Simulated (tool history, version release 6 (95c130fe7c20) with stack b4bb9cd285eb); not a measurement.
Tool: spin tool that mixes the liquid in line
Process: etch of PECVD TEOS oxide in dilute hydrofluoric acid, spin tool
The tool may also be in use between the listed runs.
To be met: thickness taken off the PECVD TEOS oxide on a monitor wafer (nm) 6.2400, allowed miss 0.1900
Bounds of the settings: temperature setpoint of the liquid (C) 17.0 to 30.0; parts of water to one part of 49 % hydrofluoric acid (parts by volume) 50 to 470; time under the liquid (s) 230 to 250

| run | day | temperature setpoint of the liquid (C) | parts of water to one part of 49 % hydrofluoric acid (parts by volume) | time under the liquid (s) | thickness taken off the PECVD TEOS oxide on a monitor wafer (nm) |
|---|---|---|---|---|---|
| 1 | 0.000 | 22.0 | 260 | 230 | 7.3150 |
| 2 | 0.146 | 22.0 | 260 | 230 | 7.2310 |
| 3 | 0.262 | 23.5 | 260 | 230 | 7.7362 |
| 4 | 0.354 | 23.5 | 185 | 230 | 11.4910 |
| 5 | 0.425 | 26.5 | 185 | 230 | 13.0050 |
| 6 | 0.467 | 24.0 | 205 | 230 | 10.6040 |
| 7 | 0.642 | 22.0 | 220 | 230 | 8.8860 |
| 8 | 0.871 | 18.0 | 250 | 230 | 6.5016 |

Which of these 4 next moves meets every target?
| A | 1.100 | 18.5 | 245 | 230 | ? |
| B | 1.100 | 18.0 | 255 | 250 | ? |
| C | 1.100 | 17.0 | 240 | 245 | ? |
| D | 1.100 | 17.5 | 255 | 230 | ? |

| move | thickness taken off the PECVD TEOS oxide on a monitor wafer (nm) |
|---|---|
| A | 6.8662 |
| B | 6.9718 |
| C | 7.0772 |
| D | 6.2920 |
A: further off than the last run
B: further off than the last run
C: further off than the last run
D: meets every target
Answer: D

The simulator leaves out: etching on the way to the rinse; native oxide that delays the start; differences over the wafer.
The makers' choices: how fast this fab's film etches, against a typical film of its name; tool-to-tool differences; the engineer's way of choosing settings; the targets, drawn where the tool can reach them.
